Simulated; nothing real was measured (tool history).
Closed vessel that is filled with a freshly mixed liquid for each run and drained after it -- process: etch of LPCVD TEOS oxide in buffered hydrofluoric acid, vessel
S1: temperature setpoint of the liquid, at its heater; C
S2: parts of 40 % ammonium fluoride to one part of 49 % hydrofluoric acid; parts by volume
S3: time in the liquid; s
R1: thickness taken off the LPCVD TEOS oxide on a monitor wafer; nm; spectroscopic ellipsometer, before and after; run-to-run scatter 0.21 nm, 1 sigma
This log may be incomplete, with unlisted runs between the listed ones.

{"run": 1, "day": 0.0, "S1": 23, "S2": 9.5, "S3": 30, "R1": 90.151}
{"run": 2, "day": 0.033, "S1": 19.5, "S2": 9.5, "S3": 30, "R1": 74.119}
{"run": 3, "day": 0.283, "S1": 19, "S2": 10.5, "S3": 30, "R1": 66}
{"run": 4, "day": 0.6, "S1": 18.5, "S2": 11.5, "S3": 30, "R1": 60.088}
{"day": 0.883, "done": "hydrofluoric acid flow meter replaced"}
{"run": 5, "day": 0.883, "S1": 18, "S2": 12, "S3": 30, "R1": 50.294}
{"run": 6, "day": 1.196, "S1": 18, "S2": 12, "S3": 30, "R1": 50.368}
{"run": 7, "day": 1.525, "S1": 18, "S2": 12, "S3": 30, "R1": 50.029}

Forecast run 8:
{"run": 8, "day": 1.725, "S1": 17.5, "S2": 12, "S3": 30, "R1": "?"}

{"run 8": {"R1": 49.389}}
